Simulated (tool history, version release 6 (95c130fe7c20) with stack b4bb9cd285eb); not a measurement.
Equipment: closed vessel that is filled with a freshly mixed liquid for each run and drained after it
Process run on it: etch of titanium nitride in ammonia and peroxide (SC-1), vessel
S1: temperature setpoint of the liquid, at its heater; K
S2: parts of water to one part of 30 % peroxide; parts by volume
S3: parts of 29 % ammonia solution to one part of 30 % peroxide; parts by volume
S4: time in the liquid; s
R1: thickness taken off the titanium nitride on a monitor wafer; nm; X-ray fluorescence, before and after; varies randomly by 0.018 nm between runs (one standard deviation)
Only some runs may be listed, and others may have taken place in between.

{"run": 1, "hour": 0.0, "S1": 328.15, "S2": 17.0, "S3": 0.55, "S4": 105, "R1": 6.8365}
{"run": 2, "hour": 8.1, "S1": 323.65, "S2": 17.0, "S3": 0.55, "S4": 105, "R1": 4.9732}
{"run": 3, "hour": 9.2, "S1": 320.65, "S2": 17.0, "S3": 0.55, "S4": 105, "R1": 4.0648}
{"run": 4, "hour": 15.8, "S1": 320.65, "S2": 17.0, "S3": 0.55, "S4": 105, "R1": 4.1353}
{"run": 5, "hour": 24.6, "S1": 318.15, "S2": 17.0, "S3": 0.55, "S4": 105, "R1": 3.4132}
{"run": 6, "hour": 32.1, "S1": 318.15, "S2": 14.5, "S3": 0.55, "S4": 105, "R1": 3.7433}

What does the tool deliver on the next run?
{"run": 7, "hour": 35.3, "S1": 316.15, "S2": 14.5, "S3": 0.55, "S4": 105, "R1": "?"}

R1: 3.2322 nm

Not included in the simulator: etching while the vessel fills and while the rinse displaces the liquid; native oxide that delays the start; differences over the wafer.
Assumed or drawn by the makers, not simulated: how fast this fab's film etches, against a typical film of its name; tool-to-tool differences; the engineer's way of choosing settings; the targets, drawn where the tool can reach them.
